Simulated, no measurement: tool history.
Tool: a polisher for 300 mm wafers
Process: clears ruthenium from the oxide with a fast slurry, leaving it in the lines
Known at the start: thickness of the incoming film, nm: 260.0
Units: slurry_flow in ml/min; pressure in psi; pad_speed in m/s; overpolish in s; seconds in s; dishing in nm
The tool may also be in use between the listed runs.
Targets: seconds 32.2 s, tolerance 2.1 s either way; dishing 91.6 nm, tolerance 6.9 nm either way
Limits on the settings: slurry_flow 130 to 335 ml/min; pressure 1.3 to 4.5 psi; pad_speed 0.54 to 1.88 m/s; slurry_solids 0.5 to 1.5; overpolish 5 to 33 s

{"run": 1, "day": 0.0, "slurry_flow": 215, "pressure": 2.9, "pad_speed": 1.2, "slurry_solids": 1, "overpolish": 17, "seconds": 47.121, "dishing": 65.659}
{"run": 2, "day": 0.329, "slurry_flow": 215, "pressure": 3.5, "pad_speed": 1.2, "slurry_solids": 1, "overpolish": 17, "seconds": 39.524, "dishing": 77.89}
{"run": 3, "day": 0.579, "slurry_flow": 215, "pressure": 3.6, "pad_speed": 1.2, "slurry_solids": 1, "overpolish": 17, "seconds": 38.697, "dishing": 76.53}
{"run": 4, "day": 0.779, "slurry_flow": 215, "pressure": 3.7, "pad_speed": 1.2, "slurry_solids": 1, "overpolish": 17, "seconds": 37.837, "dishing": 80.332}
{"run": 5, "day": 0.967, "slurry_flow": 215, "pressure": 3, "pad_speed": 1.2, "slurry_solids": 1, "overpolish": 17, "seconds": 46.4, "dishing": 70.861}
{"run": 6, "day": 1.079, "slurry_flow": 215, "pressure": 3, "pad_speed": 1.2, "slurry_solids": 1, "overpolish": 10, "seconds": 46.96, "dishing": 45.138}
{"run": 7, "day": 1.158, "slurry_flow": 215, "pressure": 3.2, "pad_speed": 1.22, "slurry_solids": 1, "overpolish": 12, "seconds": 43.803, "dishing": 55.161}
{"day": 1.425, "done": "worn pad replaced by a new one"}
{"run": 8, "day": 1.425, "slurry_flow": 215, "pressure": 3.4, "pad_speed": 1.24, "slurry_solids": 1, "overpolish": 13, "seconds": 36.147, "dishing": 68.08}
{"run": 9, "day": 1.621, "slurry_flow": 215, "pressure": 3.5, "pad_speed": 1.24, "slurry_solids": 1, "overpolish": 14, "seconds": 36.067, "dishing": 72.629}
{"run": 10, "day": 1.979, "slurry_flow": 215, "pressure": 3.6, "pad_speed": 1.24, "slurry_solids": 1, "overpolish": 15, "seconds": 34.61, "dishing": 78.158}

Exactly one of the 5 candidate moves below puts every result within its allowed miss. Which one?
{"run": "A", "day": 2.338, "slurry_flow": 220, "pressure": 4, "pad_speed": 1.42, "slurry_solids": 0.8, "overpolish": 17, "seconds": "?", "dishing": "?"}
{"run": "B", "day": 2.338, "slurry_flow": 225, "pressure": 3.5, "pad_speed": 1.32, "slurry_solids": 1.1, "overpolish": 11, "seconds": "?", "dishing": "?"}
{"run": "C", "day": 2.338, "slurry_flow": 200, "pressure": 3.8, "pad_speed": 1.04, "slurry_solids": 1, "overpolish": 13, "seconds": "?", "dishing": "?"}
{"run": "D", "day": 2.338, "slurry_flow": 175, "pressure": 3.3, "pad_speed": 1.06, "slurry_solids": 1.15, "overpolish": 17, "seconds": "?", "dishing": "?"}
{"run": "E", "day": 2.338, "slurry_flow": 240, "pressure": 3.3, "pad_speed": 1.12, "slurry_solids": 1.3, "overpolish": 17, "seconds": "?", "dishing": "?"}

move=A seconds=31.24 dishing=89.325
move=B seconds=31.98 dishing=62.877
move=C seconds=38.199 dishing=62.336
move=D seconds=41.236 dishing=72.608
move=E seconds=35.781 dishing=80.897
A: every result within its allowed miss
B: its largest miss is bigger than the last run's
C: its largest miss is bigger than the last run's
D: its largest miss is bigger than the last run's
E: closer than the last run, but not yet in spec
A meets every target.
